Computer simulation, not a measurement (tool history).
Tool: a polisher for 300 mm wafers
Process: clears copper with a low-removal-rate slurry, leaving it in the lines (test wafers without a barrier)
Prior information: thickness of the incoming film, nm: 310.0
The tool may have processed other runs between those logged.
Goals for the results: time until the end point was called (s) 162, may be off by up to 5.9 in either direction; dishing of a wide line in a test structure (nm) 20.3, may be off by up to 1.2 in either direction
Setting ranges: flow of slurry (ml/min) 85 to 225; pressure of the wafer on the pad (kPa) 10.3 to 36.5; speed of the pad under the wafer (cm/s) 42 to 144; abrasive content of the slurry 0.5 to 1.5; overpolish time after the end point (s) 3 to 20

run	day	flow of slurry (ml/min)	pressure of the wafer on the pad (kPa)	speed of the pad under the wafer (cm/s)	abrasive content of the slurry	overpolish time after the end point (s)	time until the end point was called (s)	dishing of a wide line in a test structure (nm)
1	0	145	23.4	92	1	10	113.96	19.123
2	0.079	140	21.4	92	1	11	121.5	19.486
3	0.167	140	21.4	110	1	11	105.17	22.424
4	0.375	140	21.4	110	1.1	11	100.87	23.361
5	0.642	165	21.4	110	1.1	11	99.039	23.627
6	0.8	160	18.6	108	1.1	12	116.13	22.117
7	1.046	160	16.5	108	1.1	13	130.4	22.152
8	1.079	160	15.2	108	1.1	13	138.5	19.289
9	1.375	160	14.5	108	1.1	14	146.88	20.613
10	1.683	155	13.8	108	1.1	14	154.17	19.36
11	1.858	150	13.8	108	1.1	14	154.64	19.006

Pick the move, out of 4, that brings all results within their allowed miss; only one does.
A	2.033	160	14.5	96	1.1	15	?	?
B	2.033	200	23.4	82	0.55	13	?	?
C	2.033	155	14.5	114	1	14	?	?
D	2.033	160	14.5	116	1.05	13	?	?

move	time until the end point was called (s)	dishing of a wide line in a test structure (nm)
A	161.73	19.474
B	145.85	19.093
C	143.5	20.354
D	138.28	19.707
A: in spec on every target
B: lands further from the targets than the last run did
C: lands further from the targets than the last run did
D: lands further from the targets than the last run did
Answer: A
